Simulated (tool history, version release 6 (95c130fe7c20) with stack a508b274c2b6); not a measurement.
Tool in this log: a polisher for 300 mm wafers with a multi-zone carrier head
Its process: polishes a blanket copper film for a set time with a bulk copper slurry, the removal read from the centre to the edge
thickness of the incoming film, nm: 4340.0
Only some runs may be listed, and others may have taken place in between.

| run | day | flow of slurry (ml/min) | pressure of the head's centre zone | pressure of the head's middle zone | pressure of the head's edge zone | abrasive content of the slurry | polishing time (s) | film removed at the wafer's centre (nm) | film removed at mid-radius (nm) | film removed at the wafer's edge (nm) |
|---|---|---|---|---|---|---|---|---|---|---|
| 1 | 0.000 | 305 | 1.00 | 1.00 | 1.00 | 1.00 | 33 | 208.08 | 210.07 | 209.15 |
| 2 | 0.179 | 305 | 1.00 | 0.94 | 1.00 | 1.00 | 33 | 205.30 | 201.54 | 206.42 |
| 3 | 0.283 | 305 | 1.00 | 0.91 | 1.00 | 1.00 | 33 | 209.32 | 195.24 | 207.18 |
| 4 | 0.404 | 305 | 1.00 | 0.91 | 0.99 | 0.95 | 32 | 196.55 | 191.41 | 196.69 |
| 5 | 0.658 | 305 | 1.01 | 0.90 | 0.99 | 0.90 | 31 | 191.42 | 176.75 | 189.89 |
| 6 | 0.704 | 305 | 1.01 | 0.87 | 0.99 | 0.90 | 31 | 188.05 | 173.58 | 189.90 |

Run 7 is up next; what results do you expect?
| 7 | 0.817 | 305 | 1.02 | 0.87 | 0.97 | 0.85 | 31 | ? | ? | ? |

Run 7 yielded film removed at the wafer's centre (nm) 189.57, film removed at mid-radius (nm) 170.62, film removed at the wafer's edge (nm) 186.36.
